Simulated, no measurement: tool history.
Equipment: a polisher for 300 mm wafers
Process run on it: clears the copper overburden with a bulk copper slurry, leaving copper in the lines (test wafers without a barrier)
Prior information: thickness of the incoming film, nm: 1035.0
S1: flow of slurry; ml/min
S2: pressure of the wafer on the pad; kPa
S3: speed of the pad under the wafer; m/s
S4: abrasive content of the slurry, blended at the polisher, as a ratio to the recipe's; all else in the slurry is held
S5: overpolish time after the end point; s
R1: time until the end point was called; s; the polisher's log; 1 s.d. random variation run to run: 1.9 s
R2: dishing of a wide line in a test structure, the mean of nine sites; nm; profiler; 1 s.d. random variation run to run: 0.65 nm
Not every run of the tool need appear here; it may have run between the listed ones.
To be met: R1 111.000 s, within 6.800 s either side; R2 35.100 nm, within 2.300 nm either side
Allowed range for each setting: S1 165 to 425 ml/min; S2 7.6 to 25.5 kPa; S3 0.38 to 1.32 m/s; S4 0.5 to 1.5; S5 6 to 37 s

{"run": 1, "hour": 0.0, "S1": 275, "S2": 16.5, "S3": 0.84, "S4": 1.0, "S5": 19, "R1": 204.19, "R2": 31.396}
{"run": 2, "hour": 8.9, "S1": 275, "S2": 16.5, "S3": 0.84, "S4": 1.0, "S5": 16, "R1": 207.47, "R2": 30.497}
{"run": 3, "hour": 10.3, "S1": 275, "S2": 16.5, "S3": 0.84, "S4": 1.0, "S5": 23, "R1": 204.32, "R2": 33.824}
{"run": 4, "hour": 11.6, "S1": 275, "S2": 16.5, "S3": 0.84, "S4": 1.0, "S5": 28, "R1": 204.81, "R2": 34.118}
{"hour": 16.7, "done": "head pressure recalibrated"}
{"run": 5, "hour": 16.7, "S1": 310, "S2": 16.5, "S3": 0.84, "S4": 1.0, "S5": 28, "R1": 183.83, "R2": 35.852}
{"run": 6, "hour": 20.5, "S1": 335, "S2": 17.9, "S3": 0.86, "S4": 1.0, "S5": 22, "R1": 165.99, "R2": 35.495}
{"run": 7, "hour": 24.9, "S1": 345, "S2": 19.3, "S3": 0.88, "S4": 1.0, "S5": 17, "R1": 147.21, "R2": 34.896}
{"run": 8, "hour": 30.9, "S1": 355, "S2": 20.0, "S3": 0.9, "S4": 1.0, "S5": 14, "R1": 143.83, "R2": 33.52}
{"run": 9, "hour": 40.0, "S1": 360, "S2": 21.4, "S3": 0.9, "S4": 1.0, "S5": 13, "R1": 127.98, "R2": 33.565}
{"run": 10, "hour": 45.5, "S1": 365, "S2": 22.1, "S3": 0.9, "S4": 1.0, "S5": 13, "R1": 130.33, "R2": 34.087}
{"run": 11, "hour": 46.1, "S1": 375, "S2": 22.8, "S3": 0.9, "S4": 1.0, "S5": 12, "R1": 123.39, "R2": 33.72}
{"run": 12, "hour": 54.9, "S1": 380, "S2": 23.4, "S3": 0.9, "S4": 1.0, "S5": 12, "R1": 122.27, "R2": 34.624}
{"run": 13, "hour": 56.8, "S1": 385, "S2": 24.1, "S3": 0.9, "S4": 1.0, "S5": 12, "R1": 119.03, "R2": 34.926}

Which of these 5 next moves meets every target?
{"run": "A", "hour": 58.7, "S1": 380, "S2": 25.5, "S3": 1.04, "S4": 1.1, "S5": 29, "R1": "?", "R2": "?"}
{"run": "B", "hour": 58.7, "S1": 370, "S2": 24.8, "S3": 1.14, "S4": 0.9, "S5": 29, "R1": "?", "R2": "?"}
{"run": "C", "hour": 58.7, "S1": 275, "S2": 24.8, "S3": 0.76, "S4": 1.1, "S5": 12, "R1": "?", "R2": "?"}
{"run": "D", "hour": 58.7, "S1": 360, "S2": 24.8, "S3": 0.96, "S4": 1.0, "S5": 12, "R1": "?", "R2": "?"}
{"run": "E", "hour": 58.7, "S1": 340, "S2": 25.5, "S3": 0.8, "S4": 1.0, "S5": 11, "R1": "?", "R2": "?"}

move=A R1=95.206 R2=38.075
move=B R1=95.209 R2=37.969
move=C R1=131.140 R2=32.628
move=D R1=107.750 R2=34.492
move=E R1=122.850 R2=32.457
A: moves the result that the last run missed by most past its target, out the other side
B: moves the result that the last run missed by most past its target, out the other side
C: lands further from the targets than the last run did
D: meets every target
E: lands further from the targets than the last run did
The move that meets every target is D.
